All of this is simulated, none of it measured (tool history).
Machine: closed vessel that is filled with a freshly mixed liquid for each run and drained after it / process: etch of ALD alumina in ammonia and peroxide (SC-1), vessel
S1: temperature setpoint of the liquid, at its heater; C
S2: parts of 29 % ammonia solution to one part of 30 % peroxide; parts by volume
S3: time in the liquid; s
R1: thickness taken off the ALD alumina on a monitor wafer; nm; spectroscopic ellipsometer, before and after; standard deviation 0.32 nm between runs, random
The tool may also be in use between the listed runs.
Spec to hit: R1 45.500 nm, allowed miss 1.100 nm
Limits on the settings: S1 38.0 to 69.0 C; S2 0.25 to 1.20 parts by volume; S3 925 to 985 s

run 1 hour=0.0 | S1=53.0 S2=0.95 S3=925 | R1=91.939
run 2 hour=2.5 | S1=50.0 S2=0.95 S3=925 | R1=78.548
run 3 hour=4.5 | S1=56.5 S2=0.95 S3=925 | R1=110.340
run 4 hour=6.2 | S1=56.5 S2=0.95 S3=985 | R1=118.820
run 5 hour=14.6 | S1=56.5 S2=1.15 S3=985 | R1=122.110
run 6 hour=21.0 | S1=52.5 S2=1.15 S3=975 | R1=96.512
run 7 hour=26.3 | S1=49.0 S2=1.15 S3=975 | R1=79.455
run 8 hour=35.1 | S1=46.5 S2=1.15 S3=975 | R1=69.518
run 9 hour=40.3 | S1=44.5 S2=1.15 S3=975 | R1=61.937

Of the 4 settings listed for the next run, only one would bring every result within its allowed miss of target. Which one?
run A hour=45.5 | S1=38.5 S2=1.10 S3=960 | R1=?
run B hour=45.5 | S1=39.5 S2=0.85 S3=925 | R1=?
run C hour=45.5 | S1=40.0 S2=1.20 S3=925 | R1=?
run D hour=45.5 | S1=38.5 S2=1.10 S3=955 | R1=?

move=A R1=42.644
move=B R1=42.542
move=C R1=45.284
move=D R1=42.422
A: takes the result that was furthest off past its target
B: takes the result that was furthest off past its target
C: all results in spec
D: takes the result that was furthest off past its target
Correct choice: C, which meets every target
